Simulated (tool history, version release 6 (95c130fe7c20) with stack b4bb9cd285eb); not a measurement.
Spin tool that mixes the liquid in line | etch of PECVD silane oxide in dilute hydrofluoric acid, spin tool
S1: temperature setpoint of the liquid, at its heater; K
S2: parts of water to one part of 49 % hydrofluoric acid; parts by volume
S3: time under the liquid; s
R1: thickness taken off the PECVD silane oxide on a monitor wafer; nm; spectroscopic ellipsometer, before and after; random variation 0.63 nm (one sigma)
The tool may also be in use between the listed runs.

run 1 hour=0 | S1=298.15 S2=80 S3=145 | R1=49.24
run 2 hour=2.4 | S1=300.15 S2=80 S3=145 | R1=52.801
run 3 hour=11.1 | S1=300.15 S2=80 S3=145 | R1=52.335
run 4 hour=15.6 | S1=301.65 S2=75 S3=145 | R1=60.58
run 5 hour=20.9 | S1=301.65 S2=75 S3=145 | R1=60.376
run 6 hour=29.3 | S1=302.65 S2=75 S3=145 | R1=61.959

Run 7 comes next. What will it give?
run 7 hour=36.2 | S1=303.65 S2=75 S3=145 | R1=?

R1: 63.708 nm

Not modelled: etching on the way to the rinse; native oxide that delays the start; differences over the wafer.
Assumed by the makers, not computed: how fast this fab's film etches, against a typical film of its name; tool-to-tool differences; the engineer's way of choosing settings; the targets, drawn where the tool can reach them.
